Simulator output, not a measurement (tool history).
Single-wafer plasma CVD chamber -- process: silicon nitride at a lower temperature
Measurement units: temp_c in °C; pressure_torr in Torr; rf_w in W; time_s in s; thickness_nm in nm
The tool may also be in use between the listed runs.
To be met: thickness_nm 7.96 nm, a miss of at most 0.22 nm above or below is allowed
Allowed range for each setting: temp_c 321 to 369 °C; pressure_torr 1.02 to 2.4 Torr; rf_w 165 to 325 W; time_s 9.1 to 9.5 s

Run 1, hour 0: temp_c 345 °C, pressure_torr 1.71 Torr, rf_w 245 W, time_s 9.5 s. Result: thickness_nm 9.8795 nm.
Run 2, hour 2.1: temp_c 345 °C, pressure_torr 1.6 Torr, rf_w 230 W, time_s 9.4 s. Result: thickness_nm 9.0558 nm.
Run 3, hour 11.1: temp_c 345 °C, pressure_torr 1.47 Torr, rf_w 225 W, time_s 9.4 s. Result: thickness_nm 8.7006 nm.
Run 4, hour 13.7: temp_c 345 °C, pressure_torr 1.38 Torr, rf_w 220 W, time_s 9.4 s. Result: thickness_nm 8.4006 nm.
Run 5, hour 18.6: temp_c 345 °C, pressure_torr 1.68 Torr, rf_w 220 W, time_s 9.4 s. Result: thickness_nm 8.8789 nm.
Run 6, hour 26.2: temp_c 345 °C, pressure_torr 1.57 Torr, rf_w 215 W, time_s 9.4 s. Result: thickness_nm 8.5218 nm.
Run 7, hour 32: temp_c 345 °C, pressure_torr 1.5 Torr, rf_w 210 W, time_s 9.4 s. Result: thickness_nm 8.2089 nm.
Run 8, hour 36.8: temp_c 345 °C, pressure_torr 1.47 Torr, rf_w 210 W, time_s 9.4 s. Result: thickness_nm 8.1326 nm.
Run 9, hour 42.2: temp_c 345 °C, pressure_torr 1.47 Torr, rf_w 210 W, time_s 9.4 s. Result: thickness_nm 8.201 nm.

Of the 5 settings listed for the next run, only one would bring every result within its allowed miss of target. Which one?
Run A, hour 47.6: temp_c 341 °C, pressure_torr 1.75 Torr, rf_w 210 W, time_s 9.5 s. Result: thickness_nm ?.
Run B, hour 47.6: temp_c 347 °C, pressure_torr 1.34 Torr, rf_w 220 W, time_s 9.1 s. Result: thickness_nm ?.
Run C, hour 47.6: temp_c 333 °C, pressure_torr 1.55 Torr, rf_w 215 W, time_s 9.5 s. Result: thickness_nm ?.
Run D, hour 47.6: temp_c 349 °C, pressure_torr 1.4 Torr, rf_w 225 W, time_s 9.5 s. Result: thickness_nm ?.
Run E, hour 47.6: temp_c 343 °C, pressure_torr 1.48 Torr, rf_w 215 W, time_s 9.5 s. Result: thickness_nm ?.

move  thickness_nm
   A        8.6992
   B        8.0627
   C         8.622
   D        8.6885
   E         8.486
A: lands further from the targets than the last run did
B: each result inside its tolerance
C: lands further from the targets than the last run did
D: lands further from the targets than the last run did
E: lands further from the targets than the last run did
The right move is B.
